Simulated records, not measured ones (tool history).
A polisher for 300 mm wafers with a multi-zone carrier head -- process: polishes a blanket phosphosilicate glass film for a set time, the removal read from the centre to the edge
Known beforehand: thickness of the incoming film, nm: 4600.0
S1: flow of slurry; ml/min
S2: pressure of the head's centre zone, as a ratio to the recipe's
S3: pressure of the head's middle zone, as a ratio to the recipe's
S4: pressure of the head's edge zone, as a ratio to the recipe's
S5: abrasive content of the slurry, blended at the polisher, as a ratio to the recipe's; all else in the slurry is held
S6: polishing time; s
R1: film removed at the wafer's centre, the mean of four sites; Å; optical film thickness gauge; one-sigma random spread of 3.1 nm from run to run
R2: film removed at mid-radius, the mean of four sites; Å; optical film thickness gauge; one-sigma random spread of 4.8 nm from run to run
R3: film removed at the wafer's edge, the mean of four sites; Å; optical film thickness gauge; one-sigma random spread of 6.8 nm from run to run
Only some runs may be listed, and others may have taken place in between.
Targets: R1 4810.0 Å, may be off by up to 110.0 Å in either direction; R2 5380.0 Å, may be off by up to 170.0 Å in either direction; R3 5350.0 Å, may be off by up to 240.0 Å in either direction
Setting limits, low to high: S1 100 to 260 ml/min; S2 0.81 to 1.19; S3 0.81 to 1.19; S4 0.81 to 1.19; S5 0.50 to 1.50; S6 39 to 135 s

Run 1, hour 0.0: S1 165 ml/min, S2 1.00, S3 1.00, S4 1.00, S5 1.00, S6 87 s. Result: R1 6507.9 Å, R2 6329.3 Å, R3 6638.2 Å.
Run 2, hour 8.3: S1 165 ml/min, S2 1.04, S3 1.00, S4 1.00, S5 1.00, S6 87 s. Result: R1 6675.8 Å, R2 6412.7 Å, R3 6802.3 Å.
Run 3, hour 12.7: S1 155 ml/min, S2 0.99, S3 1.00, S4 0.99, S5 0.95, S6 87 s. Result: R1 6175.6 Å, R2 6246.1 Å, R3 6487.0 Å.
Run 4, hour 13.9: S1 155 ml/min, S2 0.99, S3 1.00, S4 0.91, S5 0.95, S6 87 s. Result: R1 6208.6 Å, R2 6209.1 Å, R3 6087.2 Å.
Run 5, hour 14.6: S1 145 ml/min, S2 0.95, S3 0.98, S4 0.90, S5 0.95, S6 87 s. Result: R1 5944.6 Å, R2 5953.9 Å, R3 6204.7 Å.
Run 6, hour 20.7: S1 140 ml/min, S2 0.93, S3 0.99, S4 0.89, S5 0.90, S6 87 s. Result: R1 5676.6 Å, R2 5929.1 Å, R3 5833.9 Å.
Run 7, hour 28.9: S1 135 ml/min, S2 0.90, S3 0.98, S4 0.88, S5 0.90, S6 87 s. Result: R1 5495.7 Å, R2 5852.4 Å, R3 5974.2 Å.
Run 8, hour 34.3: S1 130 ml/min, S2 0.87, S3 1.01, S4 0.85, S5 0.65, S6 86 s. Result: R1 4541.2 Å, R2 5102.1 Å, R3 4839.1 Å.
Run 9, hour 41.4: S1 140 ml/min, S2 0.87, S3 1.01, S4 0.87, S5 0.65, S6 86 s. Result: R1 4588.4 Å, R2 5161.7 Å, R3 4950.2 Å.
Run 10, hour 43.0: S1 140 ml/min, S2 0.87, S3 1.01, S4 0.87, S5 0.65, S6 86 s. Result: R1 4573.4 Å, R2 5154.0 Å, R3 4913.4 Å.
Run 11, hour 49.2: S1 140 ml/min, S2 0.87, S3 1.01, S4 0.87, S5 0.65, S6 86 s. Result: R1 4555.1 Å, R2 5198.0 Å, R3 4978.5 Å.

5 candidate next runs follow, results not yet known. Just one meets every target within its allowed miss. Identify it.
Run A, hour 55.4: S1 160 ml/min, S2 0.84, S3 0.99, S4 0.81, S5 0.95, S6 72 s. Result: R1 ?, R2 ?, R3 ?.
Run B, hour 55.4: S1 100 ml/min, S2 0.84, S3 0.94, S4 0.95, S5 0.65, S6 94 s. Result: R1 ?, R2 ?, R3 ?.
Run C, hour 55.4: S1 190 ml/min, S2 0.84, S3 1.00, S4 0.90, S5 0.50, S6 89 s. Result: R1 ?, R2 ?, R3 ?.
Run D, hour 55.4: S1 155 ml/min, S2 0.84, S3 1.06, S4 0.96, S5 0.55, S6 90 s. Result: R1 ?, R2 ?, R3 ?.
Run E, hour 55.4: S1 105 ml/min, S2 0.88, S3 1.00, S4 0.85, S5 0.65, S6 97 s. Result: R1 ?, R2 ?, R3 ?.

move      R1      R2      R3
   A  4515.2  5061.7  4935.9
   B  4470.0  4888.6  5484.0
   C  4307.0  4847.4  4882.9
   D  4396.7  5189.7  5196.8
   E  4864.8  5344.8  5417.5
A: lands further from the targets than the last run did
B: lands further from the targets than the last run did
C: lands further from the targets than the last run did
D: lands further from the targets than the last run did
E: each result inside its tolerance
Go with E: it meets all targets.

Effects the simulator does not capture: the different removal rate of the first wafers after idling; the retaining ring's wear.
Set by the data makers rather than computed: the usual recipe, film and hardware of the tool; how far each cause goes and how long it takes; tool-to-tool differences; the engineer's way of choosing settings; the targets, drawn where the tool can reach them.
